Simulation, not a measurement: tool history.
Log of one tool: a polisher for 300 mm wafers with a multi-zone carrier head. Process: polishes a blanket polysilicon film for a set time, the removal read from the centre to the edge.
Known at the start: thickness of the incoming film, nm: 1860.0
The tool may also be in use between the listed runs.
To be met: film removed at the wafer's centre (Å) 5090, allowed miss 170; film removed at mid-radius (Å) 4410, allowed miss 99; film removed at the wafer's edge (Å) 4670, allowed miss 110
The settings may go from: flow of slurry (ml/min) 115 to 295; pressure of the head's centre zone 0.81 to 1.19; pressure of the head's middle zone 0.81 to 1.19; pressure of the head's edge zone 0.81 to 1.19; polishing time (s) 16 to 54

run	hour	flow of slurry (ml/min)	pressure of the head's centre zone	pressure of the head's middle zone	pressure of the head's edge zone	polishing time (s)	film removed at the wafer's centre (Å)	film removed at mid-radius (Å)	film removed at the wafer's edge (Å)
1	0	190	1	1	1	35	3096.7	3299	3333.6
2	3.8	210	1.06	1	1.04	37	3460.6	3543.3	3620.5
3	4.6	220	1.1	0.98	1.03	40	3923.9	3831.1	3900.5
4	10.4	220	1.1	0.98	0.96	40	3929.1	3808.8	3848.5
5	13.4	220	1.1	0.98	0.96	44	4337	4190.2	4151.9
6	21.1	180	1.1	0.98	0.96	44	4180.2	4029.8	4068.1
7	23	205	1.13	0.96	0.99	44	4420.2	4098.1	4212
8	25.8	225	1.15	0.95	1.01	44	4504.7	4089.5	4239.4
9	33.5	235	1.16	0.94	1.03	45	4654.9	4169	4388.9
10	40.5	245	1.17	0.94	1.03	46	4900.6	4253.9	4558.8
# hour 42.3: centre zone pressure recalibrated
11	42.3	255	1.17	0.95	1.03	46	5189	4332.2	4527.3
12	48.3	255	1.16	0.95	1.04	46	5272.6	4394.4	4564.3

Which of these 5 next moves meets every target?
A	54.3	285	1.19	1	1.06	44	?	?	?
B	54.3	220	1.13	0.95	1.07	47	?	?	?
C	54.3	230	1.19	0.91	1.11	47	?	?	?
D	54.3	280	1.19	1.01	1	46	?	?	?
E	54.3	255	1.19	0.91	1.02	47	?	?	?

move	film removed at the wafer's centre (Å)	film removed at mid-radius (Å)	film removed at the wafer's edge (Å)
A	5225.5	4421.8	4391.7
B	5135	4417.1	4598.4
C	5424.4	4311.8	4678.1
D	5452	4647.1	4499.4
E	5502.8	4368.1	4594.5
A: brings the result that was furthest off to its target, and leaves another outside
B: meets every target
C: further off than the last run
D: further off than the last run
E: further off than the last run
Answer: B
